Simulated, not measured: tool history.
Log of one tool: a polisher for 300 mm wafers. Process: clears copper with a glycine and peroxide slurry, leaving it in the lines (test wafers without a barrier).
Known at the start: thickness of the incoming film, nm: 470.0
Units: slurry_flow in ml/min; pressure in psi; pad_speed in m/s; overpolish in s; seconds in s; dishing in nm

run	hour	slurry_flow	pressure	pad_speed	overpolish	seconds	dishing
1	0.0	165	2.3	0.88	16	111.31	45.254
2	7.4	165	1.8	0.88	16	134.08	41.596
3	9.3	200	1.8	0.88	16	129.91	41.051
4	14.6	230	1.8	0.88	16	128.55	40.124
5	15.4	230	1.4	0.88	16	155.61	34.961
6	17.8	230	1.5	0.88	15	143.85	34.437
7	20.4	230	1.6	0.88	14	142.88	35.131
8	22.0	235	1.7	0.88	13	131.28	32.975

Run 9 comes next. What will it give?
9	27.7	250	2.3	0.88	10	?	?

Run 9 gave seconds 105.96 s, dishing 32.797 nm.
